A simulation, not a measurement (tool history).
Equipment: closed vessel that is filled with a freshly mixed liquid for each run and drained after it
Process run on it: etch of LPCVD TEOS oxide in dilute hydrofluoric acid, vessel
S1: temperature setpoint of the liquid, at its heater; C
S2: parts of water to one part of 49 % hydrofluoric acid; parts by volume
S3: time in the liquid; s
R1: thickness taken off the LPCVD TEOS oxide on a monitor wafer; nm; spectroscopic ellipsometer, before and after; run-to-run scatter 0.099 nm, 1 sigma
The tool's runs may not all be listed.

run,hour,S1,S2,S3,R1
1,0.0,20.0,140,30,6.7313
2,5.7,22.5,135,30,7.8643
3,11.4,22.5,160,30,6.4843
4,18.0,22.5,160,30,6.6408
5,26.2,22.5,175,30,5.8805
6,30.6,22.5,220,30,4.4682
7,38.7,24.5,185,30,5.8445
8,47.3,25.5,160,30,7.2369

What does the tool deliver on the next run?
9,48.7,26.5,145,30,?

For run 9 the tool returned R1 8.5249 nm.
